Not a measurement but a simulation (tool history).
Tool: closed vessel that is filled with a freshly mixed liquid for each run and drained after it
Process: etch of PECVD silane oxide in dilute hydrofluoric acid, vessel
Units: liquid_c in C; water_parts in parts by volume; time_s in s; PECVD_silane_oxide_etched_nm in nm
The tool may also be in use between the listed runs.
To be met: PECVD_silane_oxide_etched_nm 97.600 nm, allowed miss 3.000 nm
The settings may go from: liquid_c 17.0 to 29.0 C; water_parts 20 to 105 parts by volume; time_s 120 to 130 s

run 1 hour=0.0 | liquid_c=21.0 water_parts=55 time_s=120 | PECVD_silane_oxide_etched_nm=34.444
run 2 hour=3.8 | liquid_c=22.0 water_parts=50 time_s=120 | PECVD_silane_oxide_etched_nm=39.561
run 3 hour=5.7 | liquid_c=22.0 water_parts=50 time_s=120 | PECVD_silane_oxide_etched_nm=40.480
run 4 hour=13.0 | liquid_c=22.0 water_parts=50 time_s=130 | PECVD_silane_oxide_etched_nm=43.625
run 5 hour=21.2 | liquid_c=23.0 water_parts=45 time_s=130 | PECVD_silane_oxide_etched_nm=49.756
run 6 hour=28.8 | liquid_c=24.0 water_parts=40 time_s=130 | PECVD_silane_oxide_etched_nm=59.131
run 7 hour=30.1 | liquid_c=24.5 water_parts=40 time_s=130 | PECVD_silane_oxide_etched_nm=60.806
run 8 hour=38.9 | liquid_c=24.5 water_parts=40 time_s=130 | PECVD_silane_oxide_etched_nm=60.391
run 9 hour=45.1 | liquid_c=25.0 water_parts=40 time_s=130 | PECVD_silane_oxide_etched_nm=61.929
run 10 hour=46.6 | liquid_c=25.5 water_parts=40 time_s=130 | PECVD_silane_oxide_etched_nm=63.164
run 11 hour=54.4 | liquid_c=29.0 water_parts=20 time_s=130 | PECVD_silane_oxide_etched_nm=149.020
run 12 hour=60.9 | liquid_c=29.0 water_parts=20 time_s=130 | PECVD_silane_oxide_etched_nm=151.800
run 13 hour=68.6 | liquid_c=28.0 water_parts=20 time_s=130 | PECVD_silane_oxide_etched_nm=144.400
-- hour=73.0 hydrofluoric acid flow meter replaced
run 14 hour=73.0 | liquid_c=27.0 water_parts=20 time_s=130 | PECVD_silane_oxide_etched_nm=148.170

Which of these 5 next moves meets every target?
run A hour=77.4 | liquid_c=28.0 water_parts=30 time_s=125 | PECVD_silane_oxide_etched_nm=?
run B hour=77.4 | liquid_c=28.0 water_parts=25 time_s=125 | PECVD_silane_oxide_etched_nm=?
run C hour=77.4 | liquid_c=29.0 water_parts=35 time_s=130 | PECVD_silane_oxide_etched_nm=?
run D hour=77.4 | liquid_c=27.0 water_parts=35 time_s=120 | PECVD_silane_oxide_etched_nm=?
run E hour=77.4 | liquid_c=26.0 water_parts=35 time_s=120 | PECVD_silane_oxide_etched_nm=?

move=A PECVD_silane_oxide_etched_nm=97.935
move=B PECVD_silane_oxide_etched_nm=118.410
move=C PECVD_silane_oxide_etched_nm=90.212
move=D PECVD_silane_oxide_etched_nm=76.805
move=E PECVD_silane_oxide_etched_nm=73.728
A: meets every target
B: nearer than the last run, and not there yet
C: takes the result that was furthest off past its target
D: takes the result that was furthest off past its target
E: takes the result that was furthest off past its target
Move A is the one to make.
